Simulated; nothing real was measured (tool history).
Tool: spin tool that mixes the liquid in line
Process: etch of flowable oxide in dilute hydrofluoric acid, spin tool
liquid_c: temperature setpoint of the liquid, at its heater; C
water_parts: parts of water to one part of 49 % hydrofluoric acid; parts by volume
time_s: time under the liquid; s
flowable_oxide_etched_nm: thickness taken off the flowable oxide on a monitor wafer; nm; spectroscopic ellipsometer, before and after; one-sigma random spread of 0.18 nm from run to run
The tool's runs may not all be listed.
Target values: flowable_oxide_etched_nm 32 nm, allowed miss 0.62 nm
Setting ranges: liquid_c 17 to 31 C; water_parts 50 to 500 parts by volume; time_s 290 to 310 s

Run 1, hour 0: liquid_c 23 C, water_parts 275 parts by volume, time_s 290 s. Result: flowable_oxide_etched_nm 28.048 nm.
Run 2, hour 4.2: liquid_c 23 C, water_parts 365 parts by volume, time_s 290 s. Result: flowable_oxide_etched_nm 19.327 nm.
Run 3, hour 8.2: liquid_c 25 C, water_parts 365 parts by volume, time_s 290 s. Result: flowable_oxide_etched_nm 20.843 nm.
Run 4, hour 10.2: liquid_c 25 C, water_parts 420 parts by volume, time_s 290 s. Result: flowable_oxide_etched_nm 17.208 nm.
Run 5, hour 12.2: liquid_c 25 C, water_parts 420 parts by volume, time_s 290 s. Result: flowable_oxide_etched_nm 17.124 nm.
Run 6, hour 20.6: liquid_c 25 C, water_parts 495 parts by volume, time_s 290 s. Result: flowable_oxide_etched_nm 13.52 nm.
Run 7, hour 22.9: liquid_c 25.5 C, water_parts 475 parts by volume, time_s 290 s. Result: flowable_oxide_etched_nm 14.635 nm.
Run 8, hour 26.6: liquid_c 26 C, water_parts 455 parts by volume, time_s 290 s. Result: flowable_oxide_etched_nm 15.955 nm.
Run 9, hour 35.4: liquid_c 26.5 C, water_parts 440 parts by volume, time_s 290 s. Result: flowable_oxide_etched_nm 16.79 nm.
Run 10, hour 44.3: liquid_c 27 C, water_parts 425 parts by volume, time_s 290 s. Result: flowable_oxide_etched_nm 17.971 nm.
Run 11, hour 52.4: liquid_c 27.5 C, water_parts 410 parts by volume, time_s 290 s. Result: flowable_oxide_etched_nm 19.088 nm.
Run 12, hour 53.8: liquid_c 28 C, water_parts 395 parts by volume, time_s 290 s. Result: flowable_oxide_etched_nm 20.456 nm.
Run 13, hour 58.2: liquid_c 28.5 C, water_parts 385 parts by volume, time_s 290 s. Result: flowable_oxide_etched_nm 21.614 nm.
Run 14, hour 63.8: liquid_c 28.5 C, water_parts 375 parts by volume, time_s 290 s. Result: flowable_oxide_etched_nm 22.499 nm.

Of the 5 settings listed for the next run, only one would bring every result within its allowed miss of target. Which one?
Run A, hour 69.4: liquid_c 27.5 C, water_parts 305 parts by volume, time_s 310 s. Result: flowable_oxide_etched_nm ?.
Run B, hour 69.4: liquid_c 28 C, water_parts 300 parts by volume, time_s 310 s. Result: flowable_oxide_etched_nm ?.
Run C, hour 69.4: liquid_c 26.5 C, water_parts 300 parts by volume, time_s 310 s. Result: flowable_oxide_etched_nm ?.
Run D, hour 69.4: liquid_c 29 C, water_parts 320 parts by volume, time_s 310 s. Result: flowable_oxide_etched_nm ?.
Run E, hour 69.4: liquid_c 28.5 C, water_parts 310 parts by volume, time_s 305 s. Result: flowable_oxide_etched_nm ?.

move  flowable_oxide_etched_nm
   A                    30.802
   B                    32.005
   C                    30.444
   D                    30.351
   E                    30.652
A: closes in on the targets versus the last run, not all within tolerance yet
B: in spec on every target
C: closes in on the targets versus the last run, not all within tolerance yet
D: closes in on the targets versus the last run, not all within tolerance yet
E: closes in on the targets versus the last run, not all within tolerance yet
B is the move that brings every result within its allowed miss.
